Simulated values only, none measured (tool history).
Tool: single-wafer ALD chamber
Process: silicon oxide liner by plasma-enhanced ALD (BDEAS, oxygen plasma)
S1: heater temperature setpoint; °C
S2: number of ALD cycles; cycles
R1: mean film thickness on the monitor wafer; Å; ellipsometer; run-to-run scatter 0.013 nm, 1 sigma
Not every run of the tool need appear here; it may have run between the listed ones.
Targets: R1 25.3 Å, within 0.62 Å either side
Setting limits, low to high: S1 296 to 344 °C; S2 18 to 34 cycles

run 1 hour=0 | S1=320 S2=26 | R1=20.677
run 2 hour=8 | S1=320 S2=29 | R1=23.198
run 3 hour=10.2 | S1=329 S2=29 | R1=22.911
run 4 hour=14 | S1=334 S2=29 | R1=22.748
run 5 hour=22.5 | S1=330 S2=29 | R1=22.823
run 6 hour=24.1 | S1=330 S2=28 | R1=21.97
run 7 hour=33 | S1=329 S2=30 | R1=23.807
run 8 hour=34.1 | S1=329 S2=31 | R1=24.576

Below are 5 possible settings for the next run. Only one of them brings all results inside the allowed miss of their targets. Which is it?
run A hour=35.2 | S1=335 S2=30 | R1=?
run B hour=35.2 | S1=325 S2=30 | R1=?
run C hour=35.2 | S1=332 S2=30 | R1=?
run D hour=35.2 | S1=333 S2=32 | R1=?
run E hour=35.2 | S1=328 S2=30 | R1=?

move=A R1=23.516
move=B R1=23.82
move=C R1=23.607
move=D R1=25.149
move=E R1=23.729
A: the biggest miss grows against the last run
B: the biggest miss grows against the last run
C: the biggest miss grows against the last run
D: every result within its allowed miss
E: the biggest miss grows against the last run
Go with D: it meets all targets.

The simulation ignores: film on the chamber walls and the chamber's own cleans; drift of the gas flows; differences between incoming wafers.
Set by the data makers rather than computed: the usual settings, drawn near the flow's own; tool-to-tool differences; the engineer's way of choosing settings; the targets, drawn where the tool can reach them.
